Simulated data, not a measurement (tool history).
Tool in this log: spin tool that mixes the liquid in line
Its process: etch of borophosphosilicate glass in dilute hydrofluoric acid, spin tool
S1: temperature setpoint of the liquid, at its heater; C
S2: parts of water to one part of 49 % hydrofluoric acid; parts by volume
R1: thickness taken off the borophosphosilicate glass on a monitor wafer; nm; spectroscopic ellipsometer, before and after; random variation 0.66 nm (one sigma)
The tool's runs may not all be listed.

{"run": 1, "hour": 0.0, "S1": 20, "S2": 75, "time under the liquid (s)": 55, "R1": 22.932}
{"run": 2, "hour": 2.3, "S1": 20, "S2": 75, "time under the liquid (s)": 60, "R1": 25.113}
{"run": 3, "hour": 9.4, "S1": 21, "S2": 70, "time under the liquid (s)": 60, "R1": 28.124}
{"run": 4, "hour": 17.1, "S1": 22, "S2": 65, "time under the liquid (s)": 60, "R1": 32.152}
{"run": 5, "hour": 25.2, "S1": 20, "S2": 65, "time under the liquid (s)": 60, "R1": 29.253}
{"run": 6, "hour": 28.5, "S1": 22, "S2": 65, "time under the liquid (s)": 60, "R1": 32.096}
{"run": 7, "hour": 36.5, "S1": 22.5, "S2": 60, "time under the liquid (s)": 60, "R1": 36.105}
{"run": 8, "hour": 44.3, "S1": 23, "S2": 55, "time under the liquid (s)": 60, "R1": 38.757}
{"run": 9, "hour": 50.2, "S1": 23.5, "S2": 50, "time under the liquid (s)": 60, "R1": 44.771}
{"run": 10, "hour": 51.2, "S1": 24, "S2": 50, "time under the liquid (s)": 60, "R1": 45.762}
{"run": 11, "hour": 56.1, "S1": 24.5, "S2": 50, "time under the liquid (s)": 60, "R1": 46.704}

Run 12 comes next. What will it give?
{"run": 12, "hour": 57.5, "S1": 24.5, "S2": 50, "time under the liquid (s)": 60, "R1": "?"}

Run 12 measured R1 46.431 nm.
